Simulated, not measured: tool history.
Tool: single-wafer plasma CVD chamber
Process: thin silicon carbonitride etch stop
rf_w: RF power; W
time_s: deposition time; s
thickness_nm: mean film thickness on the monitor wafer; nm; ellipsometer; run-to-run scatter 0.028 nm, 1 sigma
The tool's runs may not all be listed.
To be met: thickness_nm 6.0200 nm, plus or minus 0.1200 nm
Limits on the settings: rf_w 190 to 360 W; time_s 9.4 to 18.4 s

| run | day | rf_w | time_s | thickness_nm |
|---|---|---|---|---|
| 1 | 0.000 | 275 | 13.9 | 8.2729 |
| 2 | 0.312 | 275 | 15.6 | 9.3638 |
| 3 | 0.383 | 265 | 14.6 | 8.6371 |
| 4 | 0.738 | 265 | 13.4 | 7.9076 |
| 5 | 0.925 | 265 | 11.8 | 6.9985 |
| 6 | 1.092 | 255 | 11.5 | 6.7251 |
| 7 | 1.329 | 245 | 11.4 | 6.5562 |
| 8 | 1.492 | 235 | 11.4 | 6.3750 |
| 9 | 1.617 | 230 | 11.4 | 6.4124 |
| 10 | 1.838 | 225 | 11.4 | 6.3361 |
| 11 | 2.096 | 220 | 11.4 | 6.3380 |
| 12 | 2.242 | 215 | 11.3 | 6.2189 |
| 13 | 2.558 | 210 | 11.3 | 6.1189 |

Exactly one of the 4 candidate moves below puts every result within its allowed miss. Which one?
| A | 2.875 | 240 | 11.2 | ? |
| B | 2.875 | 220 | 10.9 | ? |
| C | 2.875 | 190 | 11.0 | ? |
| D | 2.875 | 210 | 11.6 | ? |

| move | thickness_nm |
|---|---|
| A | 6.4455 |
| B | 6.0889 |
| C | 5.8390 |
| D | 6.3767 |
A: further off than the last run
B: meets every target
C: carries the result that was furthest off beyond its target, to the other side
D: further off than the last run
Move B is the one to make.
